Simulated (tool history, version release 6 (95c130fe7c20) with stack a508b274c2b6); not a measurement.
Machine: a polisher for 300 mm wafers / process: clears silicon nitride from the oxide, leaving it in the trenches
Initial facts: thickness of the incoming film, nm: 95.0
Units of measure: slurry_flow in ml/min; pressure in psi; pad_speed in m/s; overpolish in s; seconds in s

| run | day | slurry_flow | pressure | pad_speed | overpolish | seconds |
|---|---|---|---|---|---|---|
| 1 | 0.000 | 295 | 2.6 | 1.12 | 42 | 114.51 |
| 2 | 0.242 | 295 | 2.5 | 1.12 | 42 | 120.01 |
| 3 | 0.533 | 295 | 2.4 | 1.12 | 42 | 121.69 |
| 4 | 0.825 | 295 | 2.4 | 1.26 | 42 | 111.30 |
| 5 | 0.942 | 295 | 2.4 | 1.04 | 42 | 128.81 |
| 6 | 1.175 | 295 | 2.3 | 1.04 | 42 | 131.56 |
| 7 | 1.358 | 295 | 2.2 | 1.02 | 42 | 141.83 |
| 8 | 1.625 | 295 | 2.1 | 1.02 | 42 | 144.44 |

Forecast run 9:
| 9 | 1.996 | 295 | 2.0 | 1.02 | 42 | ? |

seconds: 146.82 s

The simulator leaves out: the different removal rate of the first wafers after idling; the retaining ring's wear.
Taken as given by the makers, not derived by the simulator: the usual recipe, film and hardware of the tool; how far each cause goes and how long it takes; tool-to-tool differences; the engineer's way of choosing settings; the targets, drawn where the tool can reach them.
